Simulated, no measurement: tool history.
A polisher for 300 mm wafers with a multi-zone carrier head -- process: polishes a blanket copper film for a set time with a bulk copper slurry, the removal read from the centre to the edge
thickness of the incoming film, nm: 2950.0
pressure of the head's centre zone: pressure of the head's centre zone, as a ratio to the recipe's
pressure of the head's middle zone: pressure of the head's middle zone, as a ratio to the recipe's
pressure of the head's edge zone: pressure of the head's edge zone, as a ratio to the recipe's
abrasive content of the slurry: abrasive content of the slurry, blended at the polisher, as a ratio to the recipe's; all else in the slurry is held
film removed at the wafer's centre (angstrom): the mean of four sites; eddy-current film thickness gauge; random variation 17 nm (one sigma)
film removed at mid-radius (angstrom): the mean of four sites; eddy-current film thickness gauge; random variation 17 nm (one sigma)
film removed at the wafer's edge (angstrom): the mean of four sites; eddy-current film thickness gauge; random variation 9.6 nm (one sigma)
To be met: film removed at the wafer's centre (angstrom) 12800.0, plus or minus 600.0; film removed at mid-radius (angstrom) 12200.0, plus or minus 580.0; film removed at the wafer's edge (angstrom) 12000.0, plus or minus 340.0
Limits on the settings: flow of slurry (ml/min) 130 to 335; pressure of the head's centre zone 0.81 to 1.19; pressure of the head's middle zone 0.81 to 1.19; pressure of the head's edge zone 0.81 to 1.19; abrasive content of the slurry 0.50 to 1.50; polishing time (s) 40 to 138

run,hour,flow of slurry (ml/min),pressure of the head's centre zone,pressure of the head's middle zone,pressure of the head's edge zone,abrasive content of the slurry,polishing time (s),film removed at the wafer's centre (angstrom),film removed at mid-radius (angstrom),film removed at the wafer's edge (angstrom)
1,0.0,215,1.00,1.00,1.00,1.00,88,8692.3,8878.5,8736.9
2,2.9,225,1.03,1.02,1.03,1.15,91,10096.0,9852.0,9568.2
3,6.2,225,1.03,0.95,1.03,1.15,91,9907.9,9221.8,9490.0
4,13.9,225,1.03,0.95,1.03,1.25,91,10178.0,9490.1,9705.2
5,21.8,175,1.03,0.95,1.03,1.25,91,9654.6,9196.8,9456.2
6,23.2,175,1.03,0.95,1.03,1.25,105,11338.0,10504.0,10845.0
7,27.9,195,1.03,0.97,1.05,1.25,105,11307.0,10400.0,11148.0
8,31.9,210,1.04,1.00,1.05,1.30,105,12034.0,11451.0,11273.0
9,36.6,220,1.04,1.01,1.06,1.30,105,11934.0,11242.0,11539.0
10,39.7,230,1.05,1.03,1.06,1.30,105,12199.0,11678.0,11406.0
11,43.6,240,1.05,1.03,1.07,1.30,105,11755.0,11466.0,11730.0
12,48.5,245,1.06,1.04,1.07,1.30,105,12468.0,11847.0,11571.0

Consider the 5 candidate settings below. Which is the only one whose results all fall within their allowed miss of target?
A,53.4,215,0.97,1.19,1.04,1.30,111,?,?,?
B,53.4,175,1.07,1.04,1.02,1.40,112,?,?,?
C,53.4,235,0.94,1.14,1.01,1.35,110,?,?,?
D,53.4,255,0.96,1.18,0.93,1.35,105,?,?,?
E,53.4,235,0.98,1.07,1.07,1.30,108,?,?,?

move,film removed at the wafer's centre (angstrom),film removed at mid-radius (angstrom),film removed at the wafer's edge (angstrom)
A,11682.0,13593.0,11986.0
B,12835.0,12096.0,11973.0
C,11445.0,13238.0,11916.0
D,11274.0,13135.0,11005.0
E,11609.0,12197.0,11940.0
A: puts the biggest miss on target and leaves a different result outside tolerance
B: hits every target within its allowed miss
C: puts the biggest miss on target and leaves a different result outside tolerance
D: misses by more than the last run did
E: puts the biggest miss on target and leaves a different result outside tolerance
Move B is the one to make.
